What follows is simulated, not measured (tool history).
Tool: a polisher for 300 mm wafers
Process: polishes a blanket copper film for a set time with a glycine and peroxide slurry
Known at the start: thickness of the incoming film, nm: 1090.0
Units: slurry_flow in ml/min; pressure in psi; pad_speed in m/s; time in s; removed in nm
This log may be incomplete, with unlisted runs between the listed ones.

run	day	slurry_flow	pressure	pad_speed	time	removed
1	0.000	250	1.9	0.96	51	207.64
2	0.242	250	1.6	0.96	51	181.82
3	0.312	250	1.5	0.90	51	160.89
4	0.604	250	1.5	1.04	51	183.79
5	0.679	290	1.5	1.04	51	189.75
6	1.012	290	1.5	1.04	51	185.98
7	1.296	290	1.4	0.98	51	171.27
8	1.638	290	1.3	0.94	51	155.71
9	1.925	290	1.3	0.90	51	154.42
10	2.021	290	1.3	0.86	51	149.49

Run 11 comes next. What will it give?
11	2.062	290	1.3	0.82	51	?

{"run 11": {"removed": 148.37}}
